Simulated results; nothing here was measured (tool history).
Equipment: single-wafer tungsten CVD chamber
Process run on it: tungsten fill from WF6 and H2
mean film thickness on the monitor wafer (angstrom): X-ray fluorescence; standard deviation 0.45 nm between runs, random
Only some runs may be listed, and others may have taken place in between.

run	hour	heater temperature setpoint (°C)	chamber pressure (mTorr)	deposition time (s)	mean film thickness on the monitor wafer (angstrom)
1	0.0	400	47800	26.3	1029.2
2	0.6	402	47900	26.3	1055.8
3	6.1	402	47900	25.1	1011.6
4	13.4	412	47900	25.1	1178.5
5	19.3	413	48000	25.1	1192.9
6	23.8	414	48100	25.1	1213.0
7	27.6	415	48200	25.1	1234.4
8	34.1	416	48200	25.1	1261.2

Run 9 has not been measured yet. What should we expect?
9	37.1	416	48200	25.1	?

Run 9 gave mean film thickness on the monitor wafer (angstrom) 1257.7.
